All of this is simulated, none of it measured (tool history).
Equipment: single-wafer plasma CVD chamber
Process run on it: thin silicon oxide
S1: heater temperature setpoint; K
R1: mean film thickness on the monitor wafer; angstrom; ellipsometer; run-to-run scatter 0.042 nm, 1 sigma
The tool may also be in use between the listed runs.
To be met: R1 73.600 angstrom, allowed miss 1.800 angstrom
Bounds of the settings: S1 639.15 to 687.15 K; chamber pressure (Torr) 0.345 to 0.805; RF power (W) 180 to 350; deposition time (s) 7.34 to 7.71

run 1 hour=0.0 | S1=663.15 chamber_pressure_(Torr)=0.575 RF_power_(W)=265 deposition_time_(s)=7.71 | R1=88.024
run 2 hour=2.3 | S1=663.15 chamber_pressure_(Torr)=0.555 RF_power_(W)=265 deposition_time_(s)=7.71 | R1=86.401
run 3 hour=4.1 | S1=663.15 chamber_pressure_(Torr)=0.535 RF_power_(W)=265 deposition_time_(s)=7.71 | R1=83.485
run 4 hour=11.0 | S1=653.15 chamber_pressure_(Torr)=0.535 RF_power_(W)=265 deposition_time_(s)=7.71 | R1=82.782
run 5 hour=17.6 | S1=653.15 chamber_pressure_(Torr)=0.535 RF_power_(W)=265 deposition_time_(s)=7.71 | R1=83.591
run 6 hour=21.3 | S1=649.15 chamber_pressure_(Torr)=0.535 RF_power_(W)=265 deposition_time_(s)=7.71 | R1=83.534
run 7 hour=29.8 | S1=649.15 chamber_pressure_(Torr)=0.520 RF_power_(W)=265 deposition_time_(s)=7.71 | R1=81.074
run 8 hour=37.4 | S1=649.15 chamber_pressure_(Torr)=0.509 RF_power_(W)=265 deposition_time_(s)=7.71 | R1=80.581

Which one of the following 5 next-run settings gets every result inside its allowed miss? There is exactly one.
run A hour=45.0 | S1=649.15 chamber_pressure_(Torr)=0.639 RF_power_(W)=240 deposition_time_(s)=7.71 | R1=?
run B hour=45.0 | S1=654.15 chamber_pressure_(Torr)=0.549 RF_power_(W)=290 deposition_time_(s)=7.71 | R1=?
run C hour=45.0 | S1=649.15 chamber_pressure_(Torr)=0.435 RF_power_(W)=295 deposition_time_(s)=7.60 | R1=?
run D hour=45.0 | S1=646.15 chamber_pressure_(Torr)=0.558 RF_power_(W)=270 deposition_time_(s)=7.71 | R1=?
run E hour=45.0 | S1=639.15 chamber_pressure_(Torr)=0.575 RF_power_(W)=270 deposition_time_(s)=7.71 | R1=?

move=A R1=92.580
move=B R1=89.708
move=C R1=73.358
move=D R1=88.122
move=E R1=90.847
A: lands further from the targets than the last run did
B: lands further from the targets than the last run did
C: in spec on every target
D: lands further from the targets than the last run did
E: lands further from the targets than the last run did
The move that meets every target is C.
